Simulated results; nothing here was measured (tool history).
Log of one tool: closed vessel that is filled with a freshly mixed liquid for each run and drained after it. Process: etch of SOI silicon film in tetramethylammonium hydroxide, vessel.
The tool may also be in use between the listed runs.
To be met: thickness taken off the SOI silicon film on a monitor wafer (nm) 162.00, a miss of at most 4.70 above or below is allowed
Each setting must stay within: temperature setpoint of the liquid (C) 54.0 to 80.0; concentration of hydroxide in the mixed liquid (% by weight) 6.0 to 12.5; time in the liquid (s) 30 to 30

run,hour,temperature setpoint of the liquid (C),concentration of hydroxide in the mixed liquid (% by weight),time in the liquid (s),thickness taken off the SOI silicon film on a monitor wafer (nm)
1,0.0,67.0,8.5,30,216.82
2,7.7,72.0,8.5,30,290.77
3,16.1,72.0,7.5,30,302.14
4,17.0,72.0,9.0,30,286.35
5,18.2,69.0,9.0,30,239.95
6,20.6,69.0,9.0,30,239.35
7,22.8,67.0,9.0,30,212.66
8,28.6,65.5,9.0,30,194.21
9,33.5,64.5,9.0,30,183.59
10,36.5,64.0,9.0,30,178.57
11,39.7,63.5,9.0,30,172.72

Of the 5 settings listed for the next run, only one would bring every result within its allowed miss of target. Which one?
A,42.9,63.0,9.5,30,?
B,42.9,63.0,6.0,30,?
C,42.9,61.0,8.0,30,?
D,42.9,63.0,8.0,30,?
E,42.9,61.0,8.5,30,?

move,thickness taken off the SOI silicon film on a monitor wafer (nm)
A,164.08
B,187.78
C,154.20
D,174.24
E,151.20
A: meets every target
B: its largest miss is bigger than the last run's
C: takes the result that was furthest off past its target
D: its largest miss is bigger than the last run's
E: takes the result that was furthest off past its target
Correct choice: A, which meets every target
